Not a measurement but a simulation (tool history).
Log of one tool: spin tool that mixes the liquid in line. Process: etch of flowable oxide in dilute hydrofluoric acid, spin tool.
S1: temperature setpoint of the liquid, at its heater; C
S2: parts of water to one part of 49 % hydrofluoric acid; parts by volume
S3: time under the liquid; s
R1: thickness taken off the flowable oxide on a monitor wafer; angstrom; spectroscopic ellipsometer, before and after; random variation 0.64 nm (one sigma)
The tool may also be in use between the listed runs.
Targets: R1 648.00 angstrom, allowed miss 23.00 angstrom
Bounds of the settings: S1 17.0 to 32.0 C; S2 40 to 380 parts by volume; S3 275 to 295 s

| run | day | S1 | S2 | S3 | R1 |
|---|---|---|---|---|---|
| 1 | 0.000 | 24.0 | 210 | 275 | 355.14 |
| 2 | 0.196 | 25.5 | 195 | 275 | 406.47 |
| 3 | 0.562 | 25.5 | 195 | 275 | 415.32 |
| 4 | 0.808 | 25.5 | 195 | 295 | 447.30 |
| 5 | 1.050 | 26.5 | 185 | 295 | 484.58 |
| 6 | 1.175 | 29.0 | 185 | 295 | 528.30 |
| 7 | 1.346 | 29.5 | 180 | 295 | 560.10 |
| 8 | 1.421 | 30.0 | 175 | 295 | 583.04 |
| 9 | 1.571 | 30.5 | 175 | 295 | 605.92 |

Which of these 4 next moves meets every target?
| A | 1.721 | 31.0 | 185 | 280 | ? |
| B | 1.721 | 27.0 | 155 | 285 | ? |
| C | 1.721 | 31.5 | 160 | 275 | ? |
| D | 1.721 | 28.5 | 175 | 295 | ? |

| move | R1 |
|---|---|
| A | 541.83 |
| B | 592.28 |
| C | 646.90 |
| D | 559.61 |
A: further off than the last run
B: further off than the last run
C: meets every target
D: further off than the last run
The right move is C.

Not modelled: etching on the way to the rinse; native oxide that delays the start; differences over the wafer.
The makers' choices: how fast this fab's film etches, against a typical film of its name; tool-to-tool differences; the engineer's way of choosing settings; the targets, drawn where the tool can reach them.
